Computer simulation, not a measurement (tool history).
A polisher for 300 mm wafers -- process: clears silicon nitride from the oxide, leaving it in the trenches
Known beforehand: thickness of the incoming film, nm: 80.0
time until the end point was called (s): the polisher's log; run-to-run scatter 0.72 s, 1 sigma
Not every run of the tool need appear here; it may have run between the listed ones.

run	hour	flow of slurry (ml/min)	pressure of the wafer on the pad (kPa)	speed of the pad under the wafer (cm/s)	overpolish time after the end point (s)	time until the end point was called (s)
1	0.0	195	23.4	78	37	107.15
2	4.4	195	25.5	78	37	98.52
3	6.4	195	22.1	78	37	111.40
4	10.2	195	22.1	86	37	102.11
5	13.5	195	22.1	66	37	131.12
6	20.3	195	25.5	66	37	116.11
7	20.8	200	28.3	66	37	106.01

The next listed run, before its measurement:
8	25.0	200	30.3	66	37	?

time until the end point was called (s): 100.49
